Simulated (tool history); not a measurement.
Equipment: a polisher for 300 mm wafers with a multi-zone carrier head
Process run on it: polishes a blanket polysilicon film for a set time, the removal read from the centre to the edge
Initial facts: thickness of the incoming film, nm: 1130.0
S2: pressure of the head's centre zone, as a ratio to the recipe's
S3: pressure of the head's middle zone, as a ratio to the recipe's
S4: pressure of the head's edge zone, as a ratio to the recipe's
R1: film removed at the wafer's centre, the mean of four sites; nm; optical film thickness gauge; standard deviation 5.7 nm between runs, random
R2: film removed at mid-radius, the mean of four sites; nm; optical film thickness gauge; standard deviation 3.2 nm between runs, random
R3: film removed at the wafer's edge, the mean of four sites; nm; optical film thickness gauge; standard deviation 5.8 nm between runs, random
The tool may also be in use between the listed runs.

run 1 hour=0 | flow_of_slurry_(ml/min)=160 S2=1 S3=1 S4=1 polishing_time_(s)=62 | R1=346.73 R2=336.34 R3=358.08
run 2 hour=1.1 | flow_of_slurry_(ml/min)=160 S2=1.07 S3=1 S4=1 polishing_time_(s)=62 | R1=376.84 R2=337.68 R3=362.53
run 3 hour=7.5 | flow_of_slurry_(ml/min)=160 S2=1.07 S3=1 S4=1 polishing_time_(s)=52 | R1=308.01 R2=278.7 R3=302.24
run 4 hour=9.6 | flow_of_slurry_(ml/min)=160 S2=0.99 S3=1 S4=1 polishing_time_(s)=52 | R1=281.48 R2=282.04 R3=301.27
run 5 hour=12.4 | flow_of_slurry_(ml/min)=175 S2=1.02 S3=1.03 S4=1.05 polishing_time_(s)=59 | R1=344.14 R2=333.77 R3=354.68
run 6 hour=18.3 | flow_of_slurry_(ml/min)=210 S2=1.02 S3=1.03 S4=1.05 polishing_time_(s)=59 | R1=353.51 R2=340.34 R3=356.89
run 7 hour=23.7 | flow_of_slurry_(ml/min)=200 S2=1.04 S3=1.05 S4=1.08 polishing_time_(s)=64 | R1=385.19 R2=374.36 R3=393.44
run 8 hour=31.3 | flow_of_slurry_(ml/min)=200 S2=1.04 S3=1.05 S4=1.08 polishing_time_(s)=64 | R1=386.25 R2=370.17 R3=384.06
run 9 hour=36 | flow_of_slurry_(ml/min)=200 S2=1.04 S3=1.05 S4=1.1 polishing_time_(s)=69 | R1=418.89 R2=405.33 R3=424.72
-- hour=44.7 edge zone pressure recalibrated
run 10 hour=44.7 | flow_of_slurry_(ml/min)=200 S2=1.06 S3=1.05 S4=1.12 polishing_time_(s)=72 | R1=434.1 R2=421.36 R3=428.45

Run 11 comes next. What will it give?
run 11 hour=48.1 | flow_of_slurry_(ml/min)=215 S2=1.04 S3=1.02 S4=1.09 polishing_time_(s)=75 | R1=? R2=? R3=?

{"run 11": {"R1": 454.34, "R2": 433.62, "R3": 447.72}}

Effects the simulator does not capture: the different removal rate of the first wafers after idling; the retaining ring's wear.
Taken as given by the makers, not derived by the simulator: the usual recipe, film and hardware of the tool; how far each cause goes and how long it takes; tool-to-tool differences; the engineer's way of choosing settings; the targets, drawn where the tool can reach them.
